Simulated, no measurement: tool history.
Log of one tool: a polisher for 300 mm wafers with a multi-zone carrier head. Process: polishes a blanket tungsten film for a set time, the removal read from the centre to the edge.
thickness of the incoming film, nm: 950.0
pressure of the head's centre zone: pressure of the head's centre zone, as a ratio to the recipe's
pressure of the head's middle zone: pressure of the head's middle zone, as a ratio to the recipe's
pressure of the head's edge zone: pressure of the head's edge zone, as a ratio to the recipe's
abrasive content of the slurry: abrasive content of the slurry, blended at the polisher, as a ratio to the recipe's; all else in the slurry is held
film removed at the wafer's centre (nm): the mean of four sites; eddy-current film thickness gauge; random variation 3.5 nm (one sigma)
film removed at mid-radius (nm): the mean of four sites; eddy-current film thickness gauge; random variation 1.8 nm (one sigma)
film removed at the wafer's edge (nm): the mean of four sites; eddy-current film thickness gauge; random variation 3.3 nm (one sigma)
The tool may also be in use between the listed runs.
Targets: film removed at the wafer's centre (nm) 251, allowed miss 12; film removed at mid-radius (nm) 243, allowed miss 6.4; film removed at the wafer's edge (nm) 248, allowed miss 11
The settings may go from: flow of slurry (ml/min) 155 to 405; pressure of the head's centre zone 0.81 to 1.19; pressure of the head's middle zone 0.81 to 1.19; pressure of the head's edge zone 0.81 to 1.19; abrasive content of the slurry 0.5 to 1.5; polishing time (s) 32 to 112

run	hour	flow of slurry (ml/min)	pressure of the head's centre zone	pressure of the head's middle zone	pressure of the head's edge zone	abrasive content of the slurry	polishing time (s)	film removed at the wafer's centre (nm)	film removed at mid-radius (nm)	film removed at the wafer's edge (nm)
1	0	260	1	1	1	1	72	306.44	297.98	294.71
2	4.1	260	1	1	0.92	1	72	304.77	301.61	283.98
3	12.5	255	0.98	0.96	0.9	0.9	71	289.88	280.56	267.59
4	20.5	255	0.98	0.96	0.9	1	71	290.13	286.24	280.7
5	24.8	245	0.96	0.93	0.89	0.9	71	278.58	277.71	271.76
6	31.5	245	0.96	0.93	0.93	0.9	71	277.66	275.5	268.47
7	39.6	240	0.95	0.89	0.94	0.85	71	270	266.32	273.15
8	42.5	240	0.95	0.89	0.94	0.85	71	275.11	268.52	264.47
9	45.6	235	0.94	0.86	0.95	0.85	70	262.91	257.38	261.48
# hour 52.3: slurry nozzle cleaned
10	52.3	230	0.94	0.85	0.94	0.8	70	268.24	259.2	259.67
11	60.8	230	0.93	0.84	0.95	0.8	69	258.98	252.52	260.45
12	63.4	230	0.93	0.83	0.94	0.75	69	254.48	249.62	251.4

5 next moves are on the table. One of them brings every result within its allowed miss. Which?
A	66	205	0.81	0.82	1	0.85	70	?	?	?
B	66	245	0.91	0.81	1.11	1.25	61	?	?	?
C	66	160	0.81	0.87	1.11	0.9	69	?	?	?
D	66	185	0.91	0.88	0.86	0.8	70	?	?	?
E	66	155	0.93	0.81	0.89	0.9	68	?	?	?

move	film removed at the wafer's centre (nm)	film removed at mid-radius (nm)	film removed at the wafer's edge (nm)
A	229.16	258.15	270.13
B	249.56	247.96	273.48
C	220.54	255.71	277.05
D	250.97	259.36	246.24
E	248.52	243.29	244.78
A: further off than the last run
B: brings the result that was furthest off to its target, and leaves another outside
C: further off than the last run
D: further off than the last run
E: meets every target
The right move is E.
